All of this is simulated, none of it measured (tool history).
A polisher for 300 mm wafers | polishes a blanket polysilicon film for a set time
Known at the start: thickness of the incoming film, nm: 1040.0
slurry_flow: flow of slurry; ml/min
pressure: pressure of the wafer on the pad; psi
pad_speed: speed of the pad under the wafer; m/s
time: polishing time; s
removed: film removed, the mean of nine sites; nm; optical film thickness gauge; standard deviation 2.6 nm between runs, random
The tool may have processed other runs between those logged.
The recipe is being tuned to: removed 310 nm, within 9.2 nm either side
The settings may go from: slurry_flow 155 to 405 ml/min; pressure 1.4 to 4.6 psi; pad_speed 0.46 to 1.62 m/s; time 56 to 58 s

Run 1, hour 0: slurry_flow 260 ml/min, pressure 3 psi, pad_speed 1.04 m/s, time 56 s. Result: removed 476.32 nm.
Run 2, hour 1: slurry_flow 260 ml/min, pressure 2.8 psi, pad_speed 1.04 m/s, time 56 s. Result: removed 449.86 nm.
Run 3, hour 7.6: slurry_flow 260 ml/min, pressure 2.6 psi, pad_speed 1.04 m/s, time 56 s. Result: removed 423.49 nm.
Run 4, hour 12.7: slurry_flow 260 ml/min, pressure 2.6 psi, pad_speed 1.04 m/s, time 58 s. Result: removed 432.51 nm.
Run 5, hour 19.6: slurry_flow 260 ml/min, pressure 2.6 psi, pad_speed 1.04 m/s, time 58 s. Result: removed 432.94 nm.
Run 6, hour 28.1: slurry_flow 205 ml/min, pressure 2.6 psi, pad_speed 1.04 m/s, time 58 s. Result: removed 424.02 nm.
Run 7, hour 35.2: slurry_flow 205 ml/min, pressure 2.6 psi, pad_speed 1.04 m/s, time 58 s. Result: removed 423.72 nm.
Run 8, hour 38.9: slurry_flow 205 ml/min, pressure 2.5 psi, pad_speed 1.04 m/s, time 58 s. Result: removed 398.75 nm.
Run 9, hour 44.7: slurry_flow 200 ml/min, pressure 2.4 psi, pad_speed 1.04 m/s, time 58 s. Result: removed 389.69 nm.
Run 10, hour 47.9: slurry_flow 200 ml/min, pressure 2.3 psi, pad_speed 1.04 m/s, time 58 s. Result: removed 378.3 nm.
Run 11, hour 54.8: slurry_flow 200 ml/min, pressure 2.2 psi, pad_speed 1.04 m/s, time 58 s. Result: removed 358.5 nm.
Run 12, hour 59.5: slurry_flow 200 ml/min, pressure 2.1 psi, pad_speed 1.04 m/s, time 58 s. Result: removed 342.22 nm.
Run 13, hour 60.2: slurry_flow 200 ml/min, pressure 2.1 psi, pad_speed 1.04 m/s, time 58 s. Result: removed 339.92 nm.
Run 14, hour 62: slurry_flow 195 ml/min, pressure 2 psi, pad_speed 1.04 m/s, time 58 s. Result: removed 324.67 nm.

Which one of the following 4 next-run settings gets every result inside its allowed miss? There is exactly one.
Run A, hour 63.8: slurry_flow 215 ml/min, pressure 2 psi, pad_speed 1.06 m/s, time 58 s. Result: removed ?.
Run B, hour 63.8: slurry_flow 160 ml/min, pressure 1.9 psi, pad_speed 1.14 m/s, time 58 s. Result: removed ?.
Run C, hour 63.8: slurry_flow 155 ml/min, pressure 2.5 psi, pad_speed 0.82 m/s, time 58 s. Result: removed ?.
Run D, hour 63.8: slurry_flow 215 ml/min, pressure 1.9 psi, pad_speed 1.14 m/s, time 58 s. Result: removed ?.

move  removed
   A   333.62
   B   324.65
   C   305.14
   D   340.95
A: its largest miss is bigger than the last run's
B: no better and no worse than the last run
C: every result within its allowed miss
D: its largest miss is bigger than the last run's
C meets every target.
